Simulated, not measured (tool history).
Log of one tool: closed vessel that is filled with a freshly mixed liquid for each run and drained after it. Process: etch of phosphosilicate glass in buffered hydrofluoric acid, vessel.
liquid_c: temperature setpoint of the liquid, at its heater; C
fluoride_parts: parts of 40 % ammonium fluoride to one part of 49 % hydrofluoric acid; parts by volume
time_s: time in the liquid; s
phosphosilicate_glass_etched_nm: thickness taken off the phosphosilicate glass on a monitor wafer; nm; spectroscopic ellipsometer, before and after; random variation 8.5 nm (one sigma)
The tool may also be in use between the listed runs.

run  hour  liquid_c  fluoride_parts  time_s  phosphosilicate_glass_etched_nm
  1   0.0      22.0            10.0     105                           624.29
  2   2.3      22.0            10.0     110                           647.79
  3   7.4      22.0            10.0     105                           617.77
  4  10.6      23.5            10.0     105                           664.53
  5  15.0      24.5            10.0     105                           709.40
     21.5  -- thermometer replaced
  6  21.5      21.5            10.0     105                           563.26

The next listed run, before its measurement:
  7  28.0      25.5            10.0     105                                ?

phosphosilicate_glass_etched_nm: 700.78 nm
